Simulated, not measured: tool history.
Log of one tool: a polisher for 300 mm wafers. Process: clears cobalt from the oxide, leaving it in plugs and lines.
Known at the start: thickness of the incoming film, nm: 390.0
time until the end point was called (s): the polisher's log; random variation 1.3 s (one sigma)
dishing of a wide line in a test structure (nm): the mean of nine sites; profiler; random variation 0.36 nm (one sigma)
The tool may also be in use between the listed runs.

run	day	flow of slurry (ml/min)	pressure of the wafer on the pad (kPa)	speed of the pad under the wafer (m/s)	overpolish time after the end point (s)	time until the end point was called (s)	dishing of a wide line in a test structure (nm)
1	0	135	15.2	1.04	23	71.166	27.519
2	0.079	135	15.2	1.2	23	62.669	28.292
3	0.342	140	14.5	1.16	21	66.209	28.407
4	0.662	170	14.5	1.16	21	65.675	28.382
5	0.729	170	17.2	1.16	21	55.565	28.086
6	0.808	170	20.7	1.16	21	46.105	27.93
7	0.854	165	20	1.12	19	50.588	27.419
8	1.208	160	19.3	1.08	18	53.25	28.292
9	1.317	195	15.2	0.8	7	85.753	19.224
10	1.6	190	14.5	0.8	9	89.42	21.731

Forecast run 11:
11	1.671	190	13.8	0.8	10	?	?

Run 11 gave time until the end point was called (s) 91.525, dishing of a wide line in a test structure (nm) 21.712.
